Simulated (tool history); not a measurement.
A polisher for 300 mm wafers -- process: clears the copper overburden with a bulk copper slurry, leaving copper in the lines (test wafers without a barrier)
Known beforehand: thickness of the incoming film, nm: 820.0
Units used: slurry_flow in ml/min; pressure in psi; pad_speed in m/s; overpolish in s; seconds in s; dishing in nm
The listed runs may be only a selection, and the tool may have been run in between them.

Run 1, hour 0: slurry_flow 175 ml/min, pressure 2.7 psi, pad_speed 1.16 m/s, slurry_solids 1, overpolish 18 s. Result: seconds 94.552 s, dishing 102.19 nm.
Run 2, hour 2.8: slurry_flow 175 ml/min, pressure 2.7 psi, pad_speed 1.16 m/s, slurry_solids 1, overpolish 11 s. Result: seconds 93.128 s, dishing 70.894 nm.
Run 3, hour 11.4: slurry_flow 175 ml/min, pressure 2.7 psi, pad_speed 1.16 m/s, slurry_solids 1.2, overpolish 11 s. Result: seconds 91.43 s, dishing 75.221 nm.
Run 4, hour 14.3: slurry_flow 175 ml/min, pressure 2.7 psi, pad_speed 0.96 m/s, slurry_solids 1.2, overpolish 11 s. Result: seconds 107.88 s, dishing 63.896 nm.
Run 5, hour 17.9: slurry_flow 175 ml/min, pressure 2.7 psi, pad_speed 1.06 m/s, slurry_solids 1.25, overpolish 15 s. Result: seconds 96.042 s, dishing 89.473 nm.
Run 6, hour 21: slurry_flow 170 ml/min, pressure 2.7 psi, pad_speed 1.08 m/s, slurry_solids 1.3, overpolish 18 s. Result: seconds 99.78 s, dishing 101.44 nm.
Run 7, hour 23.8: slurry_flow 160 ml/min, pressure 2.9 psi, pad_speed 1.08 m/s, slurry_solids 1.35, overpolish 20 s. Result: seconds 89.911 s, dishing 115.99 nm.

Estimate the outcome of run 8 from the log above:
Run 8, hour 32.5: slurry_flow 160 ml/min, pressure 2.9 psi, pad_speed 1.08 m/s, slurry_solids 1.35, overpolish 20 s. Result: seconds ?, dishing ?.

{"run 8": {"seconds": 88.351, "dishing": 115.6}}

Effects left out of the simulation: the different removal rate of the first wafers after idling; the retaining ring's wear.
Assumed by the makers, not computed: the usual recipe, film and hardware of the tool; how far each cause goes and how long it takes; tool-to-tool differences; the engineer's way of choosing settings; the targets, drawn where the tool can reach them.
